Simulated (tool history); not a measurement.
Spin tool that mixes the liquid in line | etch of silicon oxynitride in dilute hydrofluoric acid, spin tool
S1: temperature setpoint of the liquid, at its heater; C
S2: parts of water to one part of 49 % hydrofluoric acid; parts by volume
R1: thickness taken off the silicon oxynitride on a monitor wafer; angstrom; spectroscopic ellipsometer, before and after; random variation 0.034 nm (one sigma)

{"run": 1, "hour": 0.0, "S1": 25.0, "S2": 120, "time under the liquid (s)": 100, "R1": 19.334}
{"run": 2, "hour": 6.9, "S1": 25.0, "S2": 85, "time under the liquid (s)": 100, "R1": 28.271}
{"run": 3, "hour": 15.5, "S1": 26.0, "S2": 85, "time under the liquid (s)": 100, "R1": 28.976}
{"run": 4, "hour": 24.1, "S1": 27.0, "S2": 85, "time under the liquid (s)": 100, "R1": 30.688}
{"run": 5, "hour": 26.0, "S1": 27.5, "S2": 85, "time under the liquid (s)": 100, "R1": 31.236}
{"run": 6, "hour": 27.9, "S1": 27.5, "S2": 85, "time under the liquid (s)": 100, "R1": 31.128}
{"run": 7, "hour": 28.9, "S1": 27.5, "S2": 85, "time under the liquid (s)": 100, "R1": 31.134}
{"run": 8, "hour": 31.7, "S1": 28.0, "S2": 85, "time under the liquid (s)": 100, "R1": 31.821}

Run 9 comes next. What will it give?
{"run": 9, "hour": 32.5, "S1": 28.5, "S2": 85, "time under the liquid (s)": 100, "R1": "?"}

Run 9 gave R1 32.952 angstrom.
